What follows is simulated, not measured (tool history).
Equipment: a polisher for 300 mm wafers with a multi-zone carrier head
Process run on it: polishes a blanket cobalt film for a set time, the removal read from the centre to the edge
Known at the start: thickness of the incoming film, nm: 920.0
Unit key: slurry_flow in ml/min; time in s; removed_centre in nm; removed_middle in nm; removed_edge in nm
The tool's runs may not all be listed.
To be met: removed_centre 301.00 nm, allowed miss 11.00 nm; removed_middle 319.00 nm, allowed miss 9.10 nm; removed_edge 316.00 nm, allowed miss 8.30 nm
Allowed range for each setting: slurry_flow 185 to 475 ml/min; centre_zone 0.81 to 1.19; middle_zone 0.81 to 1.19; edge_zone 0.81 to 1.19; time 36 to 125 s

run,day,slurry_flow,centre_zone,middle_zone,edge_zone,time,removed_centre,removed_middle,removed_edge
1,0.000,305,1.00,1.00,1.00,80,266.83,277.88,260.48
2,0.083,305,0.95,1.00,1.00,80,251.98,271.95,258.09
3,0.442,255,0.95,1.00,1.00,80,241.83,270.15,258.72
4,0.558,255,0.95,1.00,0.96,80,251.14,269.58,250.67
5,0.904,260,0.97,1.00,0.98,81,254.38,271.35,261.14
6,1.167,260,0.97,1.00,0.90,81,255.13,272.54,246.80
7,1.433,260,0.98,1.01,0.92,82,264.79,281.71,254.09
8,1.600,260,0.99,1.01,0.94,83,268.44,284.58,259.69
9,1.967,260,1.00,1.01,0.96,84,271.94,287.19,264.51
10,2.308,265,1.00,1.01,0.98,85,271.81,288.25,270.43
11,2.333,275,1.00,1.01,1.00,86,277.78,291.18,280.69
12,2.525,280,1.00,1.02,1.01,86,287.71,297.84,278.20

5 candidate next runs follow, results not yet known. Just one meets every target within its allowed miss. Identify it.
A,2.717,260,1.03,1.08,1.19,90,?,?,?
B,2.717,305,1.07,1.01,1.00,92,?,?,?
C,2.717,245,0.93,1.10,0.98,93,?,?,?
D,2.717,240,0.87,1.11,0.99,95,?,?,?
E,2.717,230,1.01,1.11,0.99,93,?,?,?

move,removed_centre,removed_middle,removed_edge
A,298.98,322.34,314.43
B,324.00,318.31,298.88
C,276.35,335.65,292.95
D,263.11,344.49,300.03
E,297.35,334.92,292.37
A: hits every target within its allowed miss
B: an improvement on the last run, though not all results are within tolerance
C: an improvement on the last run, though not all results are within tolerance
D: an improvement on the last run, though not all results are within tolerance
E: an improvement on the last run, though not all results are within tolerance
Move A is the one to make.
